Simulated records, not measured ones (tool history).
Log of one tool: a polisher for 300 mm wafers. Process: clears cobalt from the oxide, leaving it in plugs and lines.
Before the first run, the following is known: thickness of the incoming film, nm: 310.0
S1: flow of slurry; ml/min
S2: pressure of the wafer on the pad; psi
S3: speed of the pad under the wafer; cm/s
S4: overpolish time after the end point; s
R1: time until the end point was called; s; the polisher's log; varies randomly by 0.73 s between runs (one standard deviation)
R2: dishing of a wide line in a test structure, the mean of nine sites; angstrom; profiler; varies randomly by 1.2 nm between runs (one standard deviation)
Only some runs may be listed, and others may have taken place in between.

| run | day | S1 | S2 | S3 | S4 | R1 | R2 |
|---|---|---|---|---|---|---|---|
| 1 | 0 | 135 | 1.7 | 84 | 23 | 92.205 | 468.36 |
| 2 | 0.025 | 135 | 1.7 | 84 | 19 | 94.321 | 419.07 |
| 3 | 0.342 | 135 | 1.7 | 84 | 27 | 93.732 | 479.74 |
| 4 | 0.65 | 135 | 1.7 | 74 | 27 | 103.5 | 463.34 |
| 5 | 0.796 | 135 | 1.7 | 90 | 27 | 86.272 | 511.71 |
| 6 | 0.825 | 150 | 1.7 | 90 | 27 | 83.977 | 514.34 |

Run 7 is up next; what results do you expect?
| 7 | 1.179 | 155 | 1.7 | 90 | 28 | ? | ? |

{"run 7": {"R1": 85.262, "R2": 518.08}}
